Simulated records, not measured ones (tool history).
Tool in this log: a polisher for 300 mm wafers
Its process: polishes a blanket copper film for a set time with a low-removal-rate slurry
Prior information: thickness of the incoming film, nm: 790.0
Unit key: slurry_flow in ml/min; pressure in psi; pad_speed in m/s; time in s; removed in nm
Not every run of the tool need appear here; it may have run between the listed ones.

run 1 day=0.000 | slurry_flow=175 pressure=2.3 pad_speed=1.20 slurry_solids=1.00 time=31 | removed=71.948
run 2 day=0.367 | slurry_flow=175 pressure=2.3 pad_speed=1.20 slurry_solids=0.90 time=31 | removed=70.046
run 3 day=0.696 | slurry_flow=175 pressure=2.3 pad_speed=1.20 slurry_solids=1.05 time=31 | removed=74.479
run 4 day=0.892 | slurry_flow=140 pressure=2.3 pad_speed=1.20 slurry_solids=1.05 time=31 | removed=70.558
run 5 day=1.225 | slurry_flow=140 pressure=2.3 pad_speed=1.02 slurry_solids=1.05 time=31 | removed=63.728
run 6 day=1.312 | slurry_flow=140 pressure=2.3 pad_speed=0.72 slurry_solids=1.05 time=31 | removed=50.441
run 7 day=1.450 | slurry_flow=140 pressure=2.7 pad_speed=0.76 slurry_solids=1.05 time=31 | removed=59.286
run 8 day=1.700 | slurry_flow=140 pressure=3.0 pad_speed=0.84 slurry_solids=1.05 time=31 | removed=68.630

The next listed run, before its measurement:
run 9 day=2.012 | slurry_flow=145 pressure=3.2 pad_speed=0.90 slurry_solids=1.05 time=31 | removed=?

Run 9 came out at removed 75.372 nm.

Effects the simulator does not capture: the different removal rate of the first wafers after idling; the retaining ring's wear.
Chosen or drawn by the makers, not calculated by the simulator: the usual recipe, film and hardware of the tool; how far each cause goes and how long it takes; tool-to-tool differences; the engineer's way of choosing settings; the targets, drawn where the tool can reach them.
